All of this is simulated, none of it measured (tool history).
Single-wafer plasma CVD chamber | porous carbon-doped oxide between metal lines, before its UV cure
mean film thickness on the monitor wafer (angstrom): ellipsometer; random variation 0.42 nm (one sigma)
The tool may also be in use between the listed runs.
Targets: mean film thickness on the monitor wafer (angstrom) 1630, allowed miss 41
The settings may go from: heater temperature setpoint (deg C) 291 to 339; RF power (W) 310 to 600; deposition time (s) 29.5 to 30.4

run    day  heater temperature setpoint (deg C)  RF power (W)  deposition time (s)  mean film thickness on the monitor wafer (angstrom)
  1      0                                  315           455                 29.5                                               1498.9
  2  0.342                                  313           460                 29.5                                               1539.3
  3  0.517                                  313           460                 30.4                                               1584.4
  4  0.692                                  313           510                 30.4                                               1705.2
  5  0.808                                  313           445                 30.4                                               1539.4
  6   0.85                                  320           445                 30.4                                               1485.5
  7  1.204                                  317           450                 30.4                                               1516.6
  8  1.508                                  315           455                 30.4                                               1551.4
  9  1.838                                  314           455                 30.4                                                 1567
 10  2.208                                  313           455                 30.4                                               1575.2
 11  2.238                                  312           455                 30.4                                               1583.8
 12  2.333                                  311           455                 30.4                                               1592.8
     2.675  -- thermocouple changed; heater temperature recalibrated
 13  2.675                                  310           455                 30.4                                               1544.7
 14  2.783                                  310           460                 30.4                                               1559.9
 15  2.996                                  310           465                 30.4                                               1576.7
 16  3.304                                  310           470                 30.4                                               1578.2

5 next moves are on the table. One of them brings every result within its allowed miss. Which?
  A  3.612                                  301           510                 29.5                                                    ?
  B  3.612                                  326           510                 30.4                                                    ?
  C  3.612                                  318           495                 29.5                                                    ?
  D  3.612                                  293           430                 30.4                                                    ?
  E  3.612                                  314           470                 29.5                                                    ?

move  mean film thickness on the monitor wafer (angstrom)
   A                                               1726.7
   B                                               1541.3
   C                                               1529.1
   D                                               1635.7
   E                                               1504.5
A: takes the result that was furthest off past its target
B: further off than the last run
C: further off than the last run
D: meets every target
E: further off than the last run
The right move is D.
